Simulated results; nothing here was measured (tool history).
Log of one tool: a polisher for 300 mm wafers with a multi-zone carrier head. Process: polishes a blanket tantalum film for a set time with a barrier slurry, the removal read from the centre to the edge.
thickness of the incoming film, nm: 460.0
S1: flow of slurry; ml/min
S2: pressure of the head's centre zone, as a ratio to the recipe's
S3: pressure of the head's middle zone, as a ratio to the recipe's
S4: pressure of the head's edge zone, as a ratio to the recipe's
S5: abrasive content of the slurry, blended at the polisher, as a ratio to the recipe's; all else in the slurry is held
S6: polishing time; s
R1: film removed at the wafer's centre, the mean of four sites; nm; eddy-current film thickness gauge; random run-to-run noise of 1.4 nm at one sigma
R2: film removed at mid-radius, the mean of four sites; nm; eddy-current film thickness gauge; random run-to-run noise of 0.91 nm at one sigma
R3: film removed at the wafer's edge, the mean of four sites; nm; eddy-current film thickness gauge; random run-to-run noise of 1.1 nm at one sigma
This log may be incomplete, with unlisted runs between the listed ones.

run	hour	S1	S2	S3	S4	S5	S6	R1	R2	R3
1	0.0	125	1.00	1.00	1.00	1.00	44	115.63	112.19	113.13
2	1.1	140	1.04	0.96	1.05	1.05	44	124.83	112.54	120.05
3	2.3	140	1.04	0.96	1.05	1.05	54	153.02	138.79	146.12
4	5.1	130	1.07	0.92	1.05	1.05	54	153.60	131.29	144.58
5	5.9	125	1.09	0.89	1.05	1.05	54	154.12	127.72	143.03
6	14.2	125	1.17	0.89	1.05	1.05	54	164.35	127.33	144.34
7	15.8	115	1.17	0.87	1.05	1.05	54	164.79	122.22	141.94
8	16.7	115	1.17	0.87	1.05	1.05	54	164.76	122.17	140.75
9	18.4	110	1.16	0.86	1.06	1.05	54	158.81	121.40	142.10

Run 10 has not been measured yet. What should we expect?
10	21.3	105	1.17	0.85	1.06	1.05	54	?	?	?

{"run 10": {"R1": 160.26, "R2": 118.72, "R3": 140.58}}
